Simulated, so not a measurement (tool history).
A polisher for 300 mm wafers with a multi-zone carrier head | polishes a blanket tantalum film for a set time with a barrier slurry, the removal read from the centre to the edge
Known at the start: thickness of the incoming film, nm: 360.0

run,hour,flow of slurry (ml/min),pressure of the head's centre zone,pressure of the head's middle zone,pressure of the head's edge zone,abrasive content of the slurry,polishing time (s),film removed at the wafer's centre (angstrom),film removed at mid-radius (angstrom),film removed at the wafer's edge (angstrom)
1,0,205,1,1,1,1,69,1012.2,995.47,1007.9
2,4.9,205,1,1,1,0.85,69,933.17,919.91,953.86
3,10.7,205,1,1,1,0.85,62,873.87,824.24,828.21
4,19.1,200,1,0.99,1,0.85,62,866.8,806.64,833.71
5,19.6,195,1,0.99,0.99,0.85,62,822.6,809.52,843.82
6,28.3,195,1,0.99,0.99,1,62,930.19,896.02,877.06

Forecast run 7:
7,30.1,195,1,0.97,0.98,1,62,?,?,?

{"run 7": {"film removed at the wafer's centre (angstrom)": 888.91, "film removed at mid-radius (angstrom)": 866.83, "film removed at the wafer's edge (angstrom)": 904.75}}
